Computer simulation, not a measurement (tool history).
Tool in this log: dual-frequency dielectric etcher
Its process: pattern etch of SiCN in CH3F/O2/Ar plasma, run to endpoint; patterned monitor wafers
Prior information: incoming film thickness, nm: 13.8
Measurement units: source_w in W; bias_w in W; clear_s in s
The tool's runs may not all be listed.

{"run": 1, "day": 0.0, "source_w": 540, "bias_w": 101, "clear_s": 28.779}
{"run": 2, "day": 0.175, "source_w": 530, "bias_w": 100, "clear_s": 29.113}
{"run": 3, "day": 0.246, "source_w": 530, "bias_w": 92, "clear_s": 30.269}
{"run": 4, "day": 0.296, "source_w": 530, "bias_w": 107, "clear_s": 28.333}
{"run": 5, "day": 0.625, "source_w": 520, "bias_w": 106, "clear_s": 28.497}
{"run": 6, "day": 0.925, "source_w": 510, "bias_w": 105, "clear_s": 29.307}
{"run": 7, "day": 1.021, "source_w": 500, "bias_w": 105, "clear_s": 29.135}
{"run": 8, "day": 1.121, "source_w": 390, "bias_w": 95, "clear_s": 34.52}
{"run": 9, "day": 1.292, "source_w": 400, "bias_w": 95, "clear_s": 34.037}

Predict the results of run 10:
{"run": 10, "day": 1.362, "source_w": 470, "bias_w": 98, "clear_s": "?"}

{"run 10": {"clear_s": 31.35}}

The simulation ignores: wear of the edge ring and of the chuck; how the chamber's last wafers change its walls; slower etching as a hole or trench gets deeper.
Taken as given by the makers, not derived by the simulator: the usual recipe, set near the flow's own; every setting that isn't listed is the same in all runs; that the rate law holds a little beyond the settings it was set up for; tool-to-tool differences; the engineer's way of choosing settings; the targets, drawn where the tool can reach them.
